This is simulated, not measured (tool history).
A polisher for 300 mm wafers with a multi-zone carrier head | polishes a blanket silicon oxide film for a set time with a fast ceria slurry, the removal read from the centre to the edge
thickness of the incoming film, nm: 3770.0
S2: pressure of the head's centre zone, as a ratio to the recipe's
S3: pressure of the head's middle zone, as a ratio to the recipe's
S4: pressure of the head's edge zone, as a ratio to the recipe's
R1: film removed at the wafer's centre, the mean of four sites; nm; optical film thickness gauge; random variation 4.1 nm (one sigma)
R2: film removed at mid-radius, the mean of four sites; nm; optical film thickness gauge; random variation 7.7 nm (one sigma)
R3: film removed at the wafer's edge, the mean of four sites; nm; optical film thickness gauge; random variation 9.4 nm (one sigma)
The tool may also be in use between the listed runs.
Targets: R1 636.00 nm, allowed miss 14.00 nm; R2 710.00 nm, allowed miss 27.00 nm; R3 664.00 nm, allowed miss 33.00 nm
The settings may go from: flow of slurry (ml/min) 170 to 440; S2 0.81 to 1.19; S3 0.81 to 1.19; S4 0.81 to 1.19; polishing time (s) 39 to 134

Run 1, hour 0.0: flow of slurry (ml/min) 280, S2 1.00, S3 1.00, S4 1.00, polishing time (s) 86. Result: R1 590.09 nm, R2 565.55 nm, R3 561.93 nm.
Run 2, hour 5.2: flow of slurry (ml/min) 280, S2 1.00, S3 1.07, S4 1.00, polishing time (s) 86. Result: R1 589.58 nm, R2 624.98 nm, R3 566.15 nm.
Run 3, hour 5.8: flow of slurry (ml/min) 285, S2 1.00, S3 1.08, S4 1.02, polishing time (s) 86. Result: R1 597.96 nm, R2 617.72 nm, R3 583.05 nm.
Run 4, hour 12.4: flow of slurry (ml/min) 285, S2 1.00, S3 1.08, S4 1.02, polishing time (s) 106. Result: R1 722.42 nm, R2 744.59 nm, R3 724.67 nm.
Run 5, hour 15.6: flow of slurry (ml/min) 285, S2 1.00, S3 1.00, S4 1.02, polishing time (s) 106. Result: R1 722.69 nm, R2 717.55 nm, R3 733.05 nm.
Run 6, hour 21.5: flow of slurry (ml/min) 285, S2 1.00, S3 1.00, S4 1.10, polishing time (s) 106. Result: R1 733.20 nm, R2 700.52 nm, R3 728.68 nm.
Run 7, hour 29.9: flow of slurry (ml/min) 280, S2 0.99, S3 1.01, S4 1.09, polishing time (s) 105. Result: R1 708.31 nm, R2 711.66 nm, R3 739.20 nm.
Run 8, hour 31.8: flow of slurry (ml/min) 280, S2 0.99, S3 1.02, S4 1.07, polishing time (s) 104. Result: R1 714.31 nm, R2 719.49 nm, R3 689.68 nm.
Run 9, hour 36.8: flow of slurry (ml/min) 295, S2 0.97, S3 1.01, S4 1.06, polishing time (s) 104. Result: R1 696.19 nm, R2 705.07 nm, R3 724.16 nm.
Run 10, hour 38.1: flow of slurry (ml/min) 285, S2 0.97, S3 1.02, S4 1.05, polishing time (s) 104. Result: R1 691.89 nm, R2 718.31 nm, R3 720.01 nm.
Run 11, hour 39.0: flow of slurry (ml/min) 275, S2 0.97, S3 1.02, S4 1.05, polishing time (s) 103. Result: R1 684.95 nm, R2 704.81 nm, R3 707.66 nm.
Run 12, hour 40.9: flow of slurry (ml/min) 275, S2 0.97, S3 1.02, S4 1.05, polishing time (s) 103. Result: R1 685.46 nm, R2 701.16 nm, R3 718.69 nm.
Run 13, hour 41.5: flow of slurry (ml/min) 280, S2 0.97, S3 1.03, S4 1.05, polishing time (s) 102. Result: R1 676.51 nm, R2 709.73 nm, R3 698.98 nm.

Which of these 4 next moves meets every target?
Run A, hour 42.1: flow of slurry (ml/min) 220, S2 0.95, S3 1.12, S4 1.06, polishing time (s) 99. Result: R1 ?, R2 ?, R3 ?.
Run B, hour 42.1: flow of slurry (ml/min) 335, S2 0.81, S3 0.90, S4 1.08, polishing time (s) 111. Result: R1 ?, R2 ?, R3 ?.
Run C, hour 42.1: flow of slurry (ml/min) 255, S2 0.97, S3 1.16, S4 1.07, polishing time (s) 89. Result: R1 ?, R2 ?, R3 ?.
Run D, hour 42.1: flow of slurry (ml/min) 305, S2 0.90, S3 0.96, S4 1.05, polishing time (s) 106. Result: R1 ?, R2 ?, R3 ?.

move      R1      R2      R3
   A  633.04  711.57  663.01
   B  626.89  686.95  770.92
   C  589.76  667.80  603.76
   D  660.92  687.15  723.69
A: meets every target
B: brings the result that was furthest off to its target, and leaves another outside
C: takes the result that was furthest off past its target
D: nearer than the last run, and not there yet
Answer: A

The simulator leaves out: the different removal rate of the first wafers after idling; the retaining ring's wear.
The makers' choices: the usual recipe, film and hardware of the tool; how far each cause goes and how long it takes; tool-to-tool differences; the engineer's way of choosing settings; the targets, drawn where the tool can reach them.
